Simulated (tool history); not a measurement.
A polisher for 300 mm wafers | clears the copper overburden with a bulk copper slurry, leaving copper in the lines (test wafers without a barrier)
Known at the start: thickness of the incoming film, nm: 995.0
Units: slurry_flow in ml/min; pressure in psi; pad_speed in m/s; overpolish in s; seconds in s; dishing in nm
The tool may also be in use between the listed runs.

run 1 day=0.000 | slurry_flow=305 pressure=2.0 pad_speed=1.04 slurry_solids=1.00 overpolish=26 | seconds=152.00 dishing=79.223
run 2 day=0.150 | slurry_flow=305 pressure=2.0 pad_speed=1.04 slurry_solids=0.85 overpolish=26 | seconds=153.00 dishing=75.825
run 3 day=0.258 | slurry_flow=305 pressure=2.2 pad_speed=1.04 slurry_solids=0.90 overpolish=27 | seconds=139.03 dishing=84.065
run 4 day=0.550 | slurry_flow=305 pressure=2.5 pad_speed=1.04 slurry_solids=0.90 overpolish=27 | seconds=123.21 dishing=91.396
run 5 day=0.683 | slurry_flow=305 pressure=2.5 pad_speed=1.04 slurry_solids=0.90 overpolish=31 | seconds=126.55 dishing=96.516
run 6 day=0.738 | slurry_flow=305 pressure=2.6 pad_speed=1.04 slurry_solids=0.90 overpolish=31 | seconds=117.79 dishing=98.692
run 7 day=0.933 | slurry_flow=305 pressure=2.7 pad_speed=1.04 slurry_solids=0.90 overpolish=31 | seconds=113.71 dishing=99.176
run 8 day=1.196 | slurry_flow=305 pressure=2.7 pad_speed=1.04 slurry_solids=0.90 overpolish=32 | seconds=117.29 dishing=101.120

Run 9 comes next. What will it give?
run 9 day=1.242 | slurry_flow=305 pressure=2.8 pad_speed=1.04 slurry_solids=0.90 overpolish=32 | seconds=? dishing=?

seconds: 110.19 s
dishing: 102.810 nm
